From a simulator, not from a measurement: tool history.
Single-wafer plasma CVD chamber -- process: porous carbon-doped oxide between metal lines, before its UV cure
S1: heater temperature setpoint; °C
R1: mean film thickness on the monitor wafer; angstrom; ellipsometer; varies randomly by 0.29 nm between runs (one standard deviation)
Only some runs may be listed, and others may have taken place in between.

run 1 hour=0 | S1=315 RF_power_(W)=390 deposition_time_(s)=10.4 | R1=422.28
run 2 hour=5.3 | S1=310 RF_power_(W)=400 deposition_time_(s)=10.4 | R1=445.44
run 3 hour=6.2 | S1=310 RF_power_(W)=400 deposition_time_(s)=10.4 | R1=445.38
run 4 hour=11.2 | S1=307 RF_power_(W)=405 deposition_time_(s)=10.4 | R1=456.26
run 5 hour=15.1 | S1=307 RF_power_(W)=405 deposition_time_(s)=9.9 | R1=435.04
run 6 hour=18.7 | S1=304 RF_power_(W)=415 deposition_time_(s)=9.9 | R1=452.92
run 7 hour=23.1 | S1=302 RF_power_(W)=420 deposition_time_(s)=9.9 | R1=455.29

Run 8 has not been measured yet. What should we expect?
run 8 hour=28.4 | S1=301 RF_power_(W)=425 deposition_time_(s)=9.9 | R1=?

{"run 8": {"R1": 471.08}}
